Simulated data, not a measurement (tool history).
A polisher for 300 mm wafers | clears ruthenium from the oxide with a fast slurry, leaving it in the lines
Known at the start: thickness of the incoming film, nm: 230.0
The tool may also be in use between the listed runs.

run	hour	flow of slurry (ml/min)	pressure of the wafer on the pad (kPa)	speed of the pad under the wafer (m/s)	abrasive content of the slurry	overpolish time after the end point (s)	time until the end point was called (s)	dishing of a wide line in a test structure (angstrom)
1	0.0	245	16.5	1.18	1.0	13	53.038	446.26
2	8.5	200	16.5	1.18	1.0	13	53.522	441.59
3	15.6	200	16.5	1.18	0.8	13	57.859	417.87
4	16.4	200	17.9	1.18	0.8	14	53.551	474.54
5	17.8	200	19.3	1.18	0.8	15	49.246	525.17
6	20.9	200	19.3	1.18	1.0	15	46.077	561.19

Forecast run 7:
7	25.8	200	20.0	1.18	1.0	16	?	?

{"run 7": {"time until the end point was called (s)": 44.931, "dishing of a wide line in a test structure (angstrom)": 593.43}}
